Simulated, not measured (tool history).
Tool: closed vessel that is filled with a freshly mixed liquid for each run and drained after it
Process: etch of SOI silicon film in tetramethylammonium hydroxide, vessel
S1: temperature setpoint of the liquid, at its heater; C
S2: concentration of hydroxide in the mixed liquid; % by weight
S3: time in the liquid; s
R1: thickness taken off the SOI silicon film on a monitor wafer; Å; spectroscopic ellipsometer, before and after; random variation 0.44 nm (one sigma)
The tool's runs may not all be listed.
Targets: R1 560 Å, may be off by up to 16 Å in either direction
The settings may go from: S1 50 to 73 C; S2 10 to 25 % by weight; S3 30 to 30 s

run	hour	S1	S2	S3	R1
1	0	60	19.5	30	950.37
2	5.4	57	19.5	30	788.71
3	10.7	57	19.5	30	781.06
4	18.1	57	19.5	30	775.12
5	20.3	57	19.5	30	779.42
6	25.7	55.5	19.5	30	721.84
7	34.2	54	19.5	30	651.83
8	38.6	53	19.5	30	609.19
9	43.5	52.5	19.5	30	593.97

Below are 4 possible settings for the next run. Only one of them brings all results inside the allowed miss of their targets. Which is it?
A	48.4	51.5	19	30	?
B	48.4	50.5	18.5	30	?
C	48.4	51	20.5	30	?
D	48.4	50.5	19.5	30	?

move	R1
A	561.12
B	531.54
C	524.31
D	519.45
A: each result inside its tolerance
B: the result that was furthest off in the last run now lies on the other side of its target
C: the result that was furthest off in the last run now lies on the other side of its target
D: the result that was furthest off in the last run now lies on the other side of its target
The move that meets every target is A.
